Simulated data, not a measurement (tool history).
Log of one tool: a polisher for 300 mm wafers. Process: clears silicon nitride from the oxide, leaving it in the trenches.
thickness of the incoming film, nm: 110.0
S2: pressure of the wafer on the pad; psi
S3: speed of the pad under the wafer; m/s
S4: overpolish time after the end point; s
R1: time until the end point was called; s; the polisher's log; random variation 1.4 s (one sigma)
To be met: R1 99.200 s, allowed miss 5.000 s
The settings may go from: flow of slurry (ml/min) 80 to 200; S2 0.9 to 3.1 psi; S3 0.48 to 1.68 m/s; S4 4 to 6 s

Run 1, day 0.000: flow of slurry (ml/min) 130, S2 2.0 psi, S3 1.08 m/s, S4 6 s. Result: R1 159.110 s.
Run 2, day 0.296: flow of slurry (ml/min) 130, S2 2.0 psi, S3 0.92 m/s, S4 6 s. Result: R1 185.670 s.
Run 3, day 0.617: flow of slurry (ml/min) 130, S2 2.0 psi, S3 1.10 m/s, S4 6 s. Result: R1 154.820 s.
Run 4, day 0.988: flow of slurry (ml/min) 115, S2 2.0 psi, S3 1.10 m/s, S4 6 s. Result: R1 158.710 s.
Run 5, day 1.092: flow of slurry (ml/min) 90, S2 2.0 psi, S3 1.10 m/s, S4 6 s. Result: R1 168.750 s.
Run 6, day 1.183: flow of slurry (ml/min) 90, S2 2.0 psi, S3 1.24 m/s, S4 6 s. Result: R1 149.920 s.
Run 7, day 1.233: flow of slurry (ml/min) 100, S2 2.2 psi, S3 1.24 m/s, S4 6 s. Result: R1 133.680 s.
Run 8, day 1.362: flow of slurry (ml/min) 100, S2 2.2 psi, S3 1.24 m/s, S4 6 s. Result: R1 134.050 s.

4 next moves are on the table. One of them brings every result within its allowed miss. Which?
Run A, day 1.492: flow of slurry (ml/min) 130, S2 2.4 psi, S3 1.32 m/s, S4 4 s. Result: R1 ?.
Run B, day 1.492: flow of slurry (ml/min) 95, S2 2.6 psi, S3 1.16 m/s, S4 6 s. Result: R1 ?.
Run C, day 1.492: flow of slurry (ml/min) 100, S2 2.9 psi, S3 1.64 m/s, S4 6 s. Result: R1 ?.
Run D, day 1.492: flow of slurry (ml/min) 125, S2 2.6 psi, S3 1.34 m/s, S4 6 s. Result: R1 ?.

move       R1
   A  106.620
   B  118.850
   C   75.453
   D   97.925
A: nearer than the last run, and not there yet
B: nearer than the last run, and not there yet
C: takes the result that was furthest off past its target
D: meets every target
The right move is D.
